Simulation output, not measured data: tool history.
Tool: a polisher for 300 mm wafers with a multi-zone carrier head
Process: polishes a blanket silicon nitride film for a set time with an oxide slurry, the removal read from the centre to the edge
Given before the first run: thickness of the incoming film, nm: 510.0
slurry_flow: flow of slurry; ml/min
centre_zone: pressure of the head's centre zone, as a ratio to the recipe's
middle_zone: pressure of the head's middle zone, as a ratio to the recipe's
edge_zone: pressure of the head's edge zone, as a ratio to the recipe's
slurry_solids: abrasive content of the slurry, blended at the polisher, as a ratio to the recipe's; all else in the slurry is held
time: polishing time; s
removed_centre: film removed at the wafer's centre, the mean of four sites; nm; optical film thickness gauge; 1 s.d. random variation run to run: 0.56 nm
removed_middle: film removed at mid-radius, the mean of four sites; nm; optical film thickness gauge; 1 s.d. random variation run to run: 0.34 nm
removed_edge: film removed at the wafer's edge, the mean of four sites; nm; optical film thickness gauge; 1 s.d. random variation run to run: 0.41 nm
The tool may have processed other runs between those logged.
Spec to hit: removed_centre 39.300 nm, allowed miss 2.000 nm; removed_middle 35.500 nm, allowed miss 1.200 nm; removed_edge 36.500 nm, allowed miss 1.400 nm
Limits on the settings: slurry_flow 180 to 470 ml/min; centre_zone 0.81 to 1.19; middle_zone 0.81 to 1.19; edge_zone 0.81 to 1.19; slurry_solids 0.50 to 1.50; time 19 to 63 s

run  hour  slurry_flow  centre_zone  middle_zone  edge_zone  slurry_solids  time  removed_centre  removed_middle  removed_edge
  1   0.0          300         1.00         1.00       1.00           1.00    41          25.724          25.872        26.108
  2   1.7          305         1.04         1.01       1.03           1.15    42          29.325          28.645        29.401
  3   3.8          305         1.04         1.01       1.10           1.15    42          29.499          28.500        31.024
  4   7.1          305         1.04         1.01       1.10           1.25    42          30.780          29.731        31.465
  5  10.0          310         1.08         1.04       1.12           1.30    42          32.497          31.542        32.017
  6  16.0          310         1.08         1.04       1.12           1.30    38          29.226          28.479        29.458
  7  18.6          315         1.10         1.04       1.14           1.35    40          31.601          30.663        31.895
  8  25.3          315         1.13         1.03       1.14           1.40    41          34.401          31.278        32.843
  9  31.1          315         1.13         1.03       1.14           1.40    41          34.030          31.656        33.404

Pick the move, out of 4, that brings all results within their allowed miss; only one does.
  A  36.9          325         1.19         0.96       0.94           1.50    48               ?               ?             ?
  B  36.9          305         1.19         0.93       0.87           1.20    55               ?               ?             ?
  C  36.9          340         1.19         0.98       0.97           1.45    48               ?               ?             ?
  D  36.9          325         1.16         1.04       1.13           1.30    47               ?               ?             ?

move  removed_centre  removed_middle  removed_edge
   A          44.186          36.008        36.929
   B          45.673          36.275        36.981
   C          43.767          36.269        37.043
   D          39.735          35.522        37.096
A: gets the furthest-off result to its target, but another result is out of tolerance
B: gets the furthest-off result to its target, but another result is out of tolerance
C: gets the furthest-off result to its target, but another result is out of tolerance
D: all results in spec
Go with D: it meets all targets.
